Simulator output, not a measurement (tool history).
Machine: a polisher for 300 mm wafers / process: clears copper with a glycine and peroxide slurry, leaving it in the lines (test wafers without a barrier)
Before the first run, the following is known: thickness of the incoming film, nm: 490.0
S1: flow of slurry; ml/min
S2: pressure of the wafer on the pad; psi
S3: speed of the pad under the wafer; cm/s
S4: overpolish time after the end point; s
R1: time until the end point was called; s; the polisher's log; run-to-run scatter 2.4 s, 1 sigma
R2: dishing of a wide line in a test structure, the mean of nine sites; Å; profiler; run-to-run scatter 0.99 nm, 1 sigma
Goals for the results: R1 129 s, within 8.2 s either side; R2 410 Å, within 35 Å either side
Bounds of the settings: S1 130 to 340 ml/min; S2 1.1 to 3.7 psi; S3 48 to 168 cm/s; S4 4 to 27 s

Run 1, hour 0: S1 220 ml/min, S2 2.4 psi, S3 108 cm/s, S4 14 s. Result: R1 76.635 s, R2 479.09 Å.
Run 2, hour 7: S1 220 ml/min, S2 2.1 psi, S3 104 cm/s, S4 15 s. Result: R1 84.913 s, R2 452.06 Å.
Run 3, hour 8.7: S1 220 ml/min, S2 1.8 psi, S3 98 cm/s, S4 17 s. Result: R1 102.04 s, R2 460.09 Å.
Run 4, hour 15.5: S1 220 ml/min, S2 1.8 psi, S3 88 cm/s, S4 17 s. Result: R1 107.35 s, R2 430.03 Å.
Run 5, hour 19.1: S1 220 ml/min, S2 2.3 psi, S3 88 cm/s, S4 17 s. Result: R1 87.503 s, R2 504.1 Å.
Run 6, hour 24.5: S1 220 ml/min, S2 2.1 psi, S3 86 cm/s, S4 17 s. Result: R1 95.362 s, R2 465.51 Å.
Run 7, hour 31.3: S1 220 ml/min, S2 1.9 psi, S3 84 cm/s, S4 17 s. Result: R1 107.23 s, R2 443.89 Å.
Run 8, hour 35: S1 220 ml/min, S2 1.4 psi, S3 80 cm/s, S4 17 s. Result: R1 132.78 s, R2 371.64 Å.

5 candidate next runs follow, results not yet known. Just one meets every target within its allowed miss. Identify it.
Run A, hour 38.7: S1 205 ml/min, S2 1.1 psi, S3 122 cm/s, S4 20 s. Result: R1 ?, R2 ?.
Run B, hour 38.7: S1 210 ml/min, S2 1.6 psi, S3 92 cm/s, S4 17 s. Result: R1 ?, R2 ?.
Run C, hour 38.7: S1 220 ml/min, S2 1.2 psi, S3 106 cm/s, S4 14 s. Result: R1 ?, R2 ?.
Run D, hour 38.7: S1 145 ml/min, S2 1.8 psi, S3 78 cm/s, S4 15 s. Result: R1 ?, R2 ?.
Run E, hour 38.7: S1 155 ml/min, S2 1.4 psi, S3 82 cm/s, S4 13 s. Result: R1 ?, R2 ?.

move      R1      R2
   A  124.63   416.2
   B  112.26  411.68
   C  125.94  321.37
   D  120.83  358.18
   E  138.12  285.07
A: hits every target within its allowed miss
B: brings the last run's worst result on target, with another outside its allowed miss
C: moves away from the targets compared with the last run
D: moves away from the targets compared with the last run
E: moves away from the targets compared with the last run
The move that meets every target is A.
